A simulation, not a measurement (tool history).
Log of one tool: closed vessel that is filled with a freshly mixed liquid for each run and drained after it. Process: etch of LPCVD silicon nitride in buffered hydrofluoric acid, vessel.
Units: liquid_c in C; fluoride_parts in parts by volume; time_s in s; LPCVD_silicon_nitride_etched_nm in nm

run  hour  liquid_c  fluoride_parts  time_s  LPCVD_silicon_nitride_etched_nm
  1   0.0      22.0             8.5    2850                           41.989
  2   0.7      23.5             8.5    2850                           45.340
  3   9.1      23.5             8.5    3055                           48.666
  4  14.4      23.5             8.5    3055                           48.661
  5  23.3      23.5             8.5    3055                           48.284
  6  29.7      25.5             8.0    3055                           57.621

Forecast run 7:
  7  34.8      27.0             8.0    3055                                ?

LPCVD_silicon_nitride_etched_nm: 63.038 nm

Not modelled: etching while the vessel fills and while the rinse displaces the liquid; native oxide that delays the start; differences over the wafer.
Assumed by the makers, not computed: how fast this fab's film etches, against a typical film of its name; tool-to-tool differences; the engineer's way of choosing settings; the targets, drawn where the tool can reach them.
